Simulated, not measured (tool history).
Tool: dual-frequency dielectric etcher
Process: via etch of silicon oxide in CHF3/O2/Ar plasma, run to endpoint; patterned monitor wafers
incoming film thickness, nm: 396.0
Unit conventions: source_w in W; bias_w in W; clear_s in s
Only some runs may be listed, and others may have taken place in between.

{"run": 1, "hour": 0.0, "source_w": 530, "bias_w": 135, "clear_s": 222.23}
{"run": 2, "hour": 4.9, "source_w": 480, "bias_w": 127, "clear_s": 238.48}
{"run": 3, "hour": 6.7, "source_w": 540, "bias_w": 127, "clear_s": 225.51}
{"run": 4, "hour": 9.1, "source_w": 490, "bias_w": 123, "clear_s": 239.93}
{"run": 5, "hour": 13.4, "source_w": 540, "bias_w": 123, "clear_s": 229.34}
{"run": 6, "hour": 19.0, "source_w": 450, "bias_w": 123, "clear_s": 247.28}

Run 7, settings as shown, results not yet in. Your forecast:
{"run": 7, "hour": 22.6, "source_w": 450, "bias_w": 123, "clear_s": "?"}

Run 7 yielded clear_s 249.12 s.
